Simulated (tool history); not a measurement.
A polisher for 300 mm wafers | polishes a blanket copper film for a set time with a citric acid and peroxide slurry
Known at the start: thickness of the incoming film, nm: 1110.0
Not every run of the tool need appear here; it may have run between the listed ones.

run,hour,flow of slurry (ml/min),pressure of the wafer on the pad (kPa),speed of the pad under the wafer (cm/s),abrasive content of the slurry,polishing time (s),film removed (nm)
1,0,220,17.2,106,1,26,53.709
2,5.8,220,17.2,106,1,26,54.073
3,6.8,225,18.6,106,1,26,55.624
4,9.3,225,20.7,108,1,26,63.132
5,16.1,225,22.1,108,1,26,66.128
6,23.2,225,22.1,90,1,26,54.459
7,27.1,225,23.4,94,1,26,60.103

Run 8 is up next; what results do you expect?
8,29.4,225,24.1,96,1,26,?

Run 8 gave film removed (nm) 62.557.
